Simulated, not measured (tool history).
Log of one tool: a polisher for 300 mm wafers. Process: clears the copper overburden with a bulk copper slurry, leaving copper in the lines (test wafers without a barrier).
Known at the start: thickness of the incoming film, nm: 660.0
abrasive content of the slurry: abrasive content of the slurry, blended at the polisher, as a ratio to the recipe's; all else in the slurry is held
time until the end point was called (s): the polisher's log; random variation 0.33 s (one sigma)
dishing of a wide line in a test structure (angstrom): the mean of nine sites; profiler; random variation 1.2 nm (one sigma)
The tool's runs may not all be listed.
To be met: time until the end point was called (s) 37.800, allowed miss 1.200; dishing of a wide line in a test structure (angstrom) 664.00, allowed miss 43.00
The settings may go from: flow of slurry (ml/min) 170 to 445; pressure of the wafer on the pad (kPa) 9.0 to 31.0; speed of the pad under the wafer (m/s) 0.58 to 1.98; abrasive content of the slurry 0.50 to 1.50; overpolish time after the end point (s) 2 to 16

run,day,flow of slurry (ml/min),pressure of the wafer on the pad (kPa),speed of the pad under the wafer (m/s),abrasive content of the slurry,overpolish time after the end point (s),time until the end point was called (s),dishing of a wide line in a test structure (angstrom)
1,0.000,285,20.0,1.28,1.00,8,54.112,477.05
2,0.025,250,20.0,1.28,1.00,8,56.359,478.56
3,0.225,315,20.0,1.28,1.00,8,55.064,492.11
4,0.342,315,20.0,1.28,1.15,8,53.654,492.15
5,0.500,315,20.0,1.10,1.15,8,61.709,456.86
6,0.808,315,20.0,1.10,1.25,8,60.412,456.69
7,0.967,315,22.1,1.10,1.25,8,56.103,485.80
8,1.333,315,22.1,1.10,1.25,8,55.834,485.72
9,1.671,315,24.1,1.10,1.25,8,50.655,516.85
10,1.729,315,25.5,1.10,1.25,8,48.047,529.26
11,2.088,315,26.9,1.10,1.25,8,45.606,537.50
12,2.304,315,27.6,1.10,1.25,8,44.742,559.52
13,2.600,315,28.3,1.12,1.25,8,43.165,561.49
14,2.904,315,29.0,1.12,1.25,8,42.076,564.99
15,3.012,315,29.6,1.12,1.25,8,40.731,567.41
16,3.083,315,30.3,1.14,1.25,9,40.031,599.10
17,3.225,315,30.3,1.16,1.25,9,39.859,610.36
18,3.425,315,30.3,1.16,1.25,9,39.786,623.19

4 next moves are on the table. One of them brings every result within its allowed miss. Which?
A,3.625,395,31.0,1.14,1.35,10,?,?
B,3.625,355,31.0,1.20,1.25,7,?,?
C,3.625,300,30.3,1.12,1.25,13,?,?
D,3.625,310,30.3,1.18,1.15,7,?,?

move,time until the end point was called (s),dishing of a wide line in a test structure (angstrom)
A,37.582,638.33
B,36.404,566.65
C,40.212,670.22
D,38.592,551.36
A: meets every target
B: takes the result that was furthest off past its target
C: further off than the last run
D: brings the result that was furthest off to its target, and leaves another outside
Move A is the one to make.
